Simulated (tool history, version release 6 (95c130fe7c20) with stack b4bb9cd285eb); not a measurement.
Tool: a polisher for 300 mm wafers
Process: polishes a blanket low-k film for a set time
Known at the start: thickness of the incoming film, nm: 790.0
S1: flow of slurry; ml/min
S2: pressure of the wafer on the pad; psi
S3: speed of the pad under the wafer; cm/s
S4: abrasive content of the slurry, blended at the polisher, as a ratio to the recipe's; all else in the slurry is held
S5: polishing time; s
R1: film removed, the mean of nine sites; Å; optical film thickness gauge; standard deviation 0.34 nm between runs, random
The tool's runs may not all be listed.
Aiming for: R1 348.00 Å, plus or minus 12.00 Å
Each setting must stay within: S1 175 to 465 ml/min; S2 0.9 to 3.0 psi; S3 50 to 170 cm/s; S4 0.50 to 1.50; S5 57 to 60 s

run	hour	S1	S2	S3	S4	S5	R1
1	0.0	295	1.9	110	1.00	57	229.57
2	1.0	295	1.9	110	0.90	57	218.67
3	2.1	295	1.9	110	0.70	57	169.26
4	10.0	295	1.9	134	0.70	57	191.83
5	14.0	295	2.2	136	0.70	57	220.62
6	19.1	295	2.2	152	0.70	57	234.82
7	21.5	295	2.4	154	0.70	57	262.89
8	25.9	295	2.5	154	0.70	57	270.63
9	31.8	295	2.6	156	0.70	57	287.01
10	37.0	295	3.0	158	0.70	57	331.22
11	38.3	295	3.0	160	0.70	57	331.95

Which one of the following 5 next-run settings gets every result inside its allowed miss? There is exactly one.
A	39.6	325	3.0	170	0.65	59	?
B	39.6	270	2.9	156	0.70	57	?
C	39.6	290	3.0	164	0.70	58	?
D	39.6	390	2.9	170	0.65	60	?
E	39.6	315	2.7	142	0.80	57	?

move	R1
A	328.86
B	312.62
C	342.17
D	328.27
E	320.28
A: misses by more than the last run did
B: misses by more than the last run did
C: all results in spec
D: misses by more than the last run did
E: misses by more than the last run did
So the answer is move C, the one that meets all the targets.
